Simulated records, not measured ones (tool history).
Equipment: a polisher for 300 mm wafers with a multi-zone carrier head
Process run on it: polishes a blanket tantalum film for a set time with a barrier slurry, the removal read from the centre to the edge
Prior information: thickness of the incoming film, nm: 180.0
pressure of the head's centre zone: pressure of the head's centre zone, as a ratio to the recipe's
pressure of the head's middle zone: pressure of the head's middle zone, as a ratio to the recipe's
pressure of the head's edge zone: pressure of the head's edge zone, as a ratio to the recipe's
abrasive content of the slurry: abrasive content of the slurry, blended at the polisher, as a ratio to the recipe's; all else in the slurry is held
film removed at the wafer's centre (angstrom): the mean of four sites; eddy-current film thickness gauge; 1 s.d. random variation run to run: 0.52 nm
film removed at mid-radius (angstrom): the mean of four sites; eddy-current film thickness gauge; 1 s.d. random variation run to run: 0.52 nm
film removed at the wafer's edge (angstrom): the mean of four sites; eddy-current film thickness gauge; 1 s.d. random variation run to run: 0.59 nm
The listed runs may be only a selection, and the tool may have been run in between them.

run,hour,flow of slurry (ml/min),pressure of the head's centre zone,pressure of the head's middle zone,pressure of the head's edge zone,abrasive content of the slurry,polishing time (s),film removed at the wafer's centre (angstrom),film removed at mid-radius (angstrom),film removed at the wafer's edge (angstrom)
1,0,285,1,1,1,1,50,627.65,624.68,600.47
2,7.5,285,1,1,1,1,60,755.37,763.36,723.46
3,9.1,280,0.97,0.97,1,0.9,58,668.7,688.16,687.57
4,10.8,280,0.97,1.05,1,0.9,58,672.6,727.01,669.69
5,13.9,280,0.97,0.97,1,0.9,58,672.79,690.04,679.8
6,18.2,275,0.96,0.94,0.99,0.8,57,643.43,622.31,626.56
7,20.1,270,0.93,0.92,0.99,0.75,57,589.04,594.29,600.43
8,20.7,265,0.91,0.9,1,0.7,57,567.58,557.03,600.07
9,25.5,260,0.89,0.89,0.98,0.7,57,551.21,546.57,589.16
10,28,255,0.87,0.88,0.96,0.7,57,531.09,554.29,583.59

Run 11 has not been measured yet. What should we expect?
11,32.3,250,0.86,0.87,0.96,0.65,57,?,?,?

Logged for run 11: film removed at the wafer's centre (angstrom) 502.78, film removed at mid-radius (angstrom) 521.08, film removed at the wafer's edge (angstrom) 555.65.
